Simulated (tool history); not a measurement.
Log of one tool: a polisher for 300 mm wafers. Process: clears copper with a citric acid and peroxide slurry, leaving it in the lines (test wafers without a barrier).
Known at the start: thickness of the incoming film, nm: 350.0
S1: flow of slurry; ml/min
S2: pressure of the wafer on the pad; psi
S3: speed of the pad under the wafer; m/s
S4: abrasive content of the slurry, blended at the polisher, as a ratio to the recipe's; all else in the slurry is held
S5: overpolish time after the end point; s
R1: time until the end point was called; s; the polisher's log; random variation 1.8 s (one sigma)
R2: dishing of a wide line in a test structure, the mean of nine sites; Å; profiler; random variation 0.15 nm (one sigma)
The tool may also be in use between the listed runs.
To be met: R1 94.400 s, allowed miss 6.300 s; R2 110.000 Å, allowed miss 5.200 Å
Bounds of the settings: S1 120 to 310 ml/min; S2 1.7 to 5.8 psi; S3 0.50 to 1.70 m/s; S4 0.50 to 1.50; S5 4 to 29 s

run    day   S1   S2    S3    S4  S5       R1       R2
  1  0.000  200  3.7  1.10  1.00  15   98.333  354.270
  2  0.050  200  3.4  1.12  1.00  13  105.050  289.000
  3  0.104  200  3.4  1.00  1.00  13  116.050  267.010
  4  0.421  225  3.4  1.00  1.00  13  112.920  272.510
  5  0.700  235  3.2  1.04  1.00  12  115.700  248.780
  6  0.771  275  3.2  1.04  1.00  12  113.710  249.010
  7  0.971  280  3.0  1.08  1.00  11  121.010  223.390
  8  1.042  285  2.9  1.10  1.05  10  123.320  206.560
  9  1.112  290  2.8  1.14  0.95   9  120.830  185.030
 10  1.446  310  1.8  1.44  0.70   4  158.870   64.789
 11  1.688  310  2.0  1.46  0.70   4  144.310   73.330
 12  2.050  310  2.1  1.48  0.70   4  137.990   78.438
 13  2.329  310  2.2  1.52  0.70   4  122.950   81.632
 14  2.558  310  3.2  1.52  0.70   6   88.358  167.120
 15  2.671  310  3.1  1.54  0.70   6   87.166  168.960
 16  2.733  305  3.0  1.56  0.70   6   92.881  165.880
 17  3.046  305  3.0  1.58  0.65   6   89.730  166.050
 18  3.071  305  2.9  1.60  0.70   6   91.841  158.820
 19  3.175  305  2.9  1.62  0.65   6   93.922  158.790
 20  3.258  305  2.8  1.64  0.70   6   92.081  166.200
 21  3.300  305  2.8  1.64  0.65   6   98.763  159.600
 22  3.400  305  2.7  1.62  0.70   6   94.193  152.980
 23  3.525  305  2.6  1.64  0.70   6  101.510  150.620

Which of these 4 next moves meets every target?
  A  3.650  310  2.3  1.64  0.70   5   ?   ?
  B  3.650  235  2.7  1.62  0.50  10   ?   ?
  C  3.650  310  2.7  1.68  0.75   4   ?   ?
  D  3.650  305  2.6  1.70  0.80   9   ?   ?

move       R1       R2
   A  111.670  111.550
   B  105.280  224.410
   C   92.526  108.290
   D   93.997  225.630
A: brings the result that was furthest off to its target, and leaves another outside
B: further off than the last run
C: meets every target
D: further off than the last run
The right move is C.
